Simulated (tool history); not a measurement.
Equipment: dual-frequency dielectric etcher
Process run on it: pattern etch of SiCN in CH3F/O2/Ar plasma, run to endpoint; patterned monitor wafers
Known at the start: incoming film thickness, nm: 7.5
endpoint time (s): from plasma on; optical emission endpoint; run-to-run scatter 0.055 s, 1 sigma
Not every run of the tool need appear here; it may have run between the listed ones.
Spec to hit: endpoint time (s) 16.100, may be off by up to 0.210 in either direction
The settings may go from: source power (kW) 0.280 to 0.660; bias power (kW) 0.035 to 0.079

{"run": 1, "hour": 0.0, "source power (kW)": 0.47, "bias power (kW)": 0.057, "endpoint time (s)": 19.653}
{"run": 2, "hour": 2.1, "source power (kW)": 0.47, "bias power (kW)": 0.049, "endpoint time (s)": 20.721}
{"run": 3, "hour": 7.7, "source power (kW)": 0.53, "bias power (kW)": 0.054, "endpoint time (s)": 18.841}
{"run": 4, "hour": 12.1, "source power (kW)": 0.53, "bias power (kW)": 0.046, "endpoint time (s)": 20.027}
{"run": 5, "hour": 15.1, "source power (kW)": 0.53, "bias power (kW)": 0.055, "endpoint time (s)": 18.671}
{"run": 6, "hour": 19.6, "source power (kW)": 0.57, "bias power (kW)": 0.056, "endpoint time (s)": 18.095}
{"run": 7, "hour": 27.5, "source power (kW)": 0.6, "bias power (kW)": 0.058, "endpoint time (s)": 17.342}
{"run": 8, "hour": 36.1, "source power (kW)": 0.62, "bias power (kW)": 0.059, "endpoint time (s)": 16.931}
{"run": 9, "hour": 39.6, "source power (kW)": 0.63, "bias power (kW)": 0.06, "endpoint time (s)": 16.558}
{"run": 10, "hour": 47.3, "source power (kW)": 0.64, "bias power (kW)": 0.06, "endpoint time (s)": 16.577}
{"run": 11, "hour": 53.1, "source power (kW)": 0.65, "bias power (kW)": 0.061, "endpoint time (s)": 16.36}

Of the 4 settings listed for the next run, only one would bring every result within its allowed miss of target. Which one?
{"run": "A", "hour": 58.9, "source power (kW)": 0.61, "bias power (kW)": 0.064, "endpoint time (s)": "?"}
{"run": "B", "hour": 58.9, "source power (kW)": 0.66, "bias power (kW)": 0.062, "endpoint time (s)": "?"}
{"run": "C", "hour": 58.9, "source power (kW)": 0.65, "bias power (kW)": 0.058, "endpoint time (s)": "?"}
{"run": "D", "hour": 58.9, "source power (kW)": 0.62, "bias power (kW)": 0.059, "endpoint time (s)": "?"}

move=A endpoint_time_(s)=16.580
move=B endpoint_time_(s)=16.171
move=C endpoint_time_(s)=16.689
move=D endpoint_time_(s)=16.957
A: lands further from the targets than the last run did
B: all results land within tolerance of their targets
C: lands further from the targets than the last run did
D: lands further from the targets than the last run did
Move B is the one to make.
